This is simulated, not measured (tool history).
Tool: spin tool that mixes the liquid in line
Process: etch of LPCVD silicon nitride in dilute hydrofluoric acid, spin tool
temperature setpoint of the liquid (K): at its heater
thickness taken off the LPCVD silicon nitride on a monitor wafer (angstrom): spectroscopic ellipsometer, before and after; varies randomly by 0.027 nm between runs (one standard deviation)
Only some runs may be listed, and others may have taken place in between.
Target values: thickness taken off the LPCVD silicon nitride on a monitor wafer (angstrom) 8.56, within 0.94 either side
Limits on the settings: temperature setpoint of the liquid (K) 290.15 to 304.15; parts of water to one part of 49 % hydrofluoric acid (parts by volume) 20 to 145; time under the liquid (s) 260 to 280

| run | hour | temperature setpoint of the liquid (K) | parts of water to one part of 49 % hydrofluoric acid (parts by volume) | time under the liquid (s) | thickness taken off the LPCVD silicon nitride on a monitor wafer (angstrom) |
|---|---|---|---|---|---|
| 1 | 0 | 296.15 | 80 | 260 | 15.451 |
| 2 | 5.7 | 296.15 | 80 | 260 | 15.554 |
| 3 | 10.7 | 295.15 | 85 | 260 | 14.286 |
| 4 | 14.8 | 298.15 | 85 | 260 | 16.94 |
| 5 | 21.5 | 296.65 | 90 | 260 | 14.134 |
| 6 | 27.7 | 296.65 | 90 | 280 | 15.585 |
| 7 | 29.2 | 295.65 | 95 | 275 | 13.746 |
| 8 | 35.4 | 295.15 | 100 | 275 | 12.737 |
| 9 | 37.6 | 294.65 | 105 | 275 | 11.94 |
| 10 | 43.6 | 294.65 | 105 | 275 | 11.53 |
| 11 | 46 | 294.15 | 110 | 275 | 10.714 |
| 12 | 46.6 | 293.65 | 110 | 275 | 10.74 |

Below are 5 possible settings for the next run. Only one of them brings all results inside the allowed miss of their targets. Which is it?
| A | 47.2 | 296.15 | 110 | 280 | ? |
| B | 47.2 | 294.15 | 125 | 260 | ? |
| C | 47.2 | 294.65 | 100 | 280 | ? |
| D | 47.2 | 296.15 | 105 | 275 | ? |
| E | 47.2 | 293.15 | 85 | 280 | ? |

| move | thickness taken off the LPCVD silicon nitride on a monitor wafer (angstrom) |
|---|---|
| A | 12.437 |
| B | 8.9178 |
| C | 12.357 |
| D | 12.787 |
| E | 13.084 |
A: further off than the last run
B: meets every target
C: further off than the last run
D: further off than the last run
E: further off than the last run
B meets every target.
